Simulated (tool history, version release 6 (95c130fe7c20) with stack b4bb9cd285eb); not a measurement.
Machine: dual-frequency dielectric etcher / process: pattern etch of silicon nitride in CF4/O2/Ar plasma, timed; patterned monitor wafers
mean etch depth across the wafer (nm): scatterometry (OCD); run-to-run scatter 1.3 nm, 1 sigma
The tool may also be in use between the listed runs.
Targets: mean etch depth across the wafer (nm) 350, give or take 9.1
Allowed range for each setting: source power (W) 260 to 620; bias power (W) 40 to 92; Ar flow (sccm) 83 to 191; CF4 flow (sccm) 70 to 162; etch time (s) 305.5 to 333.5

run,hour,source power (W),bias power (W),Ar flow (sccm),CF4 flow (sccm),etch time (s),mean etch depth across the wafer (nm)
1,0,440,66,137,116,333.5,596.76
2,8.8,510,66,137,116,333.5,693.82
3,16.9,550,66,137,116,333.5,751.48
4,21.4,550,72,137,116,333.5,778.21
5,28.5,500,67,140,113,329.5,672.83
6,30.7,460,63,143,111,327,591.4
7,32.7,420,60,145,110,326.5,528.03
8,37,390,58,146,109,326,478.56
9,45.9,370,57,146,109,326,447

Exactly one of the 5 candidate moves below puts every result within its allowed miss. Which one?
A,54.8,300,54,143,109,305.5,?
B,54.8,270,64,134,130,305.5,?
C,54.8,310,57,146,121,305.5,?
D,54.8,390,64,154,124,331,?
E,54.8,360,49,182,72,305.5,?

move,mean etch depth across the wafer (nm)
A,324.41
B,319.24
C,349.68
D,511.08
E,335.16
A: carries the result that was furthest off beyond its target, to the other side
B: carries the result that was furthest off beyond its target, to the other side
C: all results land within tolerance of their targets
D: the biggest miss grows against the last run
E: carries the result that was furthest off beyond its target, to the other side
Correct choice: C, which meets every target

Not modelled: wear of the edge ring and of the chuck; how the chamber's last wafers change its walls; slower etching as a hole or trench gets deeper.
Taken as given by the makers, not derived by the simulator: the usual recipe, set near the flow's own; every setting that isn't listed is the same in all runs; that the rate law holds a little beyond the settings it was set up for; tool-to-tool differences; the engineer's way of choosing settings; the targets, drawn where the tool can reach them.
